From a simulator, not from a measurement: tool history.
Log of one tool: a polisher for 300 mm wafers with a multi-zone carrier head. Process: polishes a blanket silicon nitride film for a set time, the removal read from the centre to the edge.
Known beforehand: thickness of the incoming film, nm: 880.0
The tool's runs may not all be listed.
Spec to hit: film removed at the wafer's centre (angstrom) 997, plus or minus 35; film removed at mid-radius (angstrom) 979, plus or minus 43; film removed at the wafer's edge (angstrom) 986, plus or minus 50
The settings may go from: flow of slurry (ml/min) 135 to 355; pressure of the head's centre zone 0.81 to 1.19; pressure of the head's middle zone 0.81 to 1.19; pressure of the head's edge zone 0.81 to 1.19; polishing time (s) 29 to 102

run	hour	flow of slurry (ml/min)	pressure of the head's centre zone	pressure of the head's middle zone	pressure of the head's edge zone	polishing time (s)	film removed at the wafer's centre (angstrom)	film removed at mid-radius (angstrom)	film removed at the wafer's edge (angstrom)
1	0	225	1	1	1	65	1454.2	1416.3	1469.2
2	0.6	225	1	1	1.07	65	1482.2	1420.9	1474.5
3	5.5	205	1	1	1.07	65	1449.7	1453.5	1464.3
4	10	235	1	1	1.07	65	1479.3	1432	1479.7
5	14.3	235	0.93	1	1.07	65	1384.4	1443.8	1480.3
6	15	235	0.96	1.01	1.06	56	1210.6	1216.3	1262.3
7	15.9	230	0.98	1.03	1.06	51	1131.2	1147.5	1159.1
8	17.1	205	0.95	0.96	0.96	44	936.08	921.52	952.84
9	18.7	215	0.96	0.98	0.96	44	931.26	940.7	953.88
10	24.3	215	0.96	0.98	0.96	44	943.16	953.33	979.6

Exactly one of the 4 candidate moves below puts every result within its allowed miss. Which one?
A	29.9	175	0.93	1.05	1.02	45	?	?	?
B	29.9	230	0.86	0.93	0.98	45	?	?	?
C	29.9	185	1.04	1.07	1.09	44	?	?	?
D	29.9	190	0.95	1.11	0.92	43	?	?	?

move	film removed at the wafer's centre (angstrom)	film removed at mid-radius (angstrom)	film removed at the wafer's edge (angstrom)
A	900.23	1003.7	989.04
B	861.3	957.04	999.1
C	992.92	1000.2	996.7
D	889.15	1006.1	916.66
A: its largest miss is bigger than the last run's
B: its largest miss is bigger than the last run's
C: every result within its allowed miss
D: its largest miss is bigger than the last run's
So the answer is move C, the one that meets all the targets.
